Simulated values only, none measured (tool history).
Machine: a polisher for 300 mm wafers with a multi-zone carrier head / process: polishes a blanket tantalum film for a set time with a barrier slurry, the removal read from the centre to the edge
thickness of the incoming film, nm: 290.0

| run | day | flow of slurry (ml/min) | pressure of the head's centre zone | pressure of the head's middle zone | pressure of the head's edge zone | abrasive content of the slurry | polishing time (s) | film removed at the wafer's centre (Å) | film removed at mid-radius (Å) | film removed at the wafer's edge (Å) |
|---|---|---|---|---|---|---|---|---|---|---|
| 1 | 0 | 230 | 1 | 1 | 1 | 1 | 41 | 812.33 | 858.06 | 854.47 |
| 2 | 0.304 | 230 | 1 | 1 | 1.03 | 1 | 41 | 808.08 | 861.65 | 871.96 |
| 3 | 0.342 | 225 | 1 | 0.95 | 0.99 | 0.85 | 36 | 652.11 | 661.55 | 694.13 |
| 4 | 0.558 | 225 | 1 | 0.95 | 0.99 | 0.75 | 36 | 591.57 | 609.54 | 641.38 |
| 5 | 0.829 | 220 | 1.02 | 0.92 | 0.95 | 0.7 | 35 | 564.57 | 550 | 584 |
| 6 | 0.979 | 220 | 1.02 | 0.92 | 0.95 | 0.7 | 44 | 714.09 | 688.39 | 724.03 |
| 7 | 1.058 | 210 | 1.02 | 0.89 | 0.91 | 0.65 | 41 | 632.82 | 574.26 | 635.16 |
| 8 | 1.379 | 210 | 1.02 | 0.89 | 0.89 | 0.6 | 39 | 546.79 | 504.15 | 544.41 |
| 9 | 1.558 | 205 | 1.01 | 0.88 | 0.87 | 0.6 | 39 | 541.03 | 515.61 | 533.7 |
| 10 | 1.917 | 195 | 1.01 | 0.86 | 0.86 | 0.55 | 39 | 483.59 | 443.56 | 473.61 |
| 11 | 2.271 | 190 | 1.01 | 0.86 | 0.86 | 0.55 | 39 | 484.94 | 445.11 | 481.65 |

Estimate the outcome of run 12 from the log above:
| 12 | 2.546 | 185 | 1.01 | 0.86 | 0.86 | 0.55 | 39 | ? | ? | ? |

film removed at the wafer's centre (Å): 470.3
film removed at mid-radius (Å): 447.36
film removed at the wafer's edge (Å): 470.7

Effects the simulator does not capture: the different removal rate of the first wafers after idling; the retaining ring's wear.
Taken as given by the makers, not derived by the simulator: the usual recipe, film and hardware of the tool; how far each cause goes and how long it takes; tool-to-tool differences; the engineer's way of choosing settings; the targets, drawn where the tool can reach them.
